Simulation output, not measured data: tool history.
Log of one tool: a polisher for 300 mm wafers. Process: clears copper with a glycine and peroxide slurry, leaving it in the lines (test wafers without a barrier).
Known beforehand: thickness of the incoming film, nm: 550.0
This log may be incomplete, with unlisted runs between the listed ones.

run,hour,flow of slurry (ml/min),pressure of the wafer on the pad (psi),speed of the pad under the wafer (m/s),overpolish time after the end point (s),time until the end point was called (s),dishing of a wide line in a test structure (angstrom)
1,0,185,2.3,1.18,24,111.22,543.54
2,4.8,185,2.3,1.18,17,110.36,462.78
3,10.4,170,2.3,1.18,17,109.47,448.57
4,17.2,175,2.4,1.18,17,107.43,452.66
5,21,175,2.4,1.18,27,112.54,589.98
6,29.5,180,2.5,1.2,26,105.08,589.67
7,32.6,185,2.6,1.22,26,98.621,604.84

Predict the results of run 8:
8,33.7,190,2.7,1.22,26,?,?

time until the end point was called (s): 99.455
dishing of a wide line in a test structure (angstrom): 599.24
